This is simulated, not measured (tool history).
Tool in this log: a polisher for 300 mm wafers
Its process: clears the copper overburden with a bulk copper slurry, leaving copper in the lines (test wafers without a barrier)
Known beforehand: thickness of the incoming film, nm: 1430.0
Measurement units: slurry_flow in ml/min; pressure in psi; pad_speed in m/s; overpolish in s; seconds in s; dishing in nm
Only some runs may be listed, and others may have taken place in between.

| run | hour | slurry_flow | pressure | pad_speed | slurry_solids | overpolish | seconds | dishing |
|---|---|---|---|---|---|---|---|---|
| 1 | 0.0 | 150 | 3.3 | 1.42 | 1.00 | 13 | 112.03 | 22.131 |
| 2 | 7.1 | 150 | 3.3 | 1.16 | 1.00 | 13 | 135.62 | 20.829 |
| 3 | 10.0 | 150 | 4.1 | 1.16 | 1.00 | 13 | 110.92 | 22.198 |
| 4 | 12.7 | 150 | 4.1 | 1.16 | 1.00 | 15 | 112.62 | 22.614 |
| 5 | 21.1 | 150 | 3.7 | 1.16 | 1.00 | 15 | 121.36 | 22.756 |
| 6 | 25.1 | 150 | 3.5 | 1.16 | 1.00 | 15 | 126.33 | 20.957 |

Run 7 has not been measured yet. What should we expect?
| 7 | 26.5 | 145 | 3.5 | 1.14 | 0.95 | 13 | ? | ? |

Run 7 yielded seconds 131.83 s, dishing 21.587 nm.
